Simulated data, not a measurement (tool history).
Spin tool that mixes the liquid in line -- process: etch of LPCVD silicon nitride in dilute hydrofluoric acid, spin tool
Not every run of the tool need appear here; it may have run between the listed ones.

run	hour	temperature setpoint of the liquid (K)	parts of water to one part of 49 % hydrofluoric acid (parts by volume)	time under the liquid (s)	thickness taken off the LPCVD silicon nitride on a monitor wafer (angstrom)
1	0	295.15	50	270	22.601
2	3.6	295.15	55	270	21.698
3	12.5	295.15	60	270	19.088
4	13.3	295.15	60	295	20.637
5	18.2	297.15	55	295	26.223
6	26.1	297.15	55	295	25.563
7	32.8	298.65	50	295	31.375
8	40	299.65	45	295	37.941
9	49	300.65	45	295	41.024
10	53.5	301.15	45	295	41.927

Run 11 is up next; what results do you expect?
11	61	303.15	40	295	?

For run 11 the tool returned thickness taken off the LPCVD silicon nitride on a monitor wafer (angstrom) 53.491.
